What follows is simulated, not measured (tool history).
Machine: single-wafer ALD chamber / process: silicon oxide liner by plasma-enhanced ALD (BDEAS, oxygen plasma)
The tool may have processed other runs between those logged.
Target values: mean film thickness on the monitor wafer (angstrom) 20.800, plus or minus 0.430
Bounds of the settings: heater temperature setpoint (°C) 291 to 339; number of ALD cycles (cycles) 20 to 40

run  hour  heater temperature setpoint (°C)  number of ALD cycles (cycles)  mean film thickness on the monitor wafer (angstrom)
  1   0.0                               315                             30                                               26.432
  2   7.4                               316                             28                                               24.795
  3  11.7                               316                             27                                               23.880
  4  14.9                               316                             29                                               25.624
  5  21.3                               321                             29                                               25.400
  6  26.2                               321                             28                                               24.565
  7  27.6                               321                             27                                               23.682
  8  28.5                               322                             26                                               22.734
  9  32.8                               326                             23                                               19.962
 10  37.8                               325                             23                                               19.968
 11  41.1                               324                             23                                               20.051
 12  49.0                               323                             23                                               20.056

Which single option among these 4 for the next run brings every result within its allowed miss of target? Just one does.
  A  56.9                               324                             25                                                    ?
  B  56.9                               326                             25                                                    ?
  C  56.9                               319                             25                                                    ?
  D  56.9                               326                             24                                                    ?

move  mean film thickness on the monitor wafer (angstrom)
   A                                               21.852
   B                                               21.782
   C                                               22.027
   D                                               20.911
A: the result that was furthest off in the last run now lies on the other side of its target
B: the result that was furthest off in the last run now lies on the other side of its target
C: the result that was furthest off in the last run now lies on the other side of its target
D: in spec on every target
So the answer is move D, the one that meets all the targets.

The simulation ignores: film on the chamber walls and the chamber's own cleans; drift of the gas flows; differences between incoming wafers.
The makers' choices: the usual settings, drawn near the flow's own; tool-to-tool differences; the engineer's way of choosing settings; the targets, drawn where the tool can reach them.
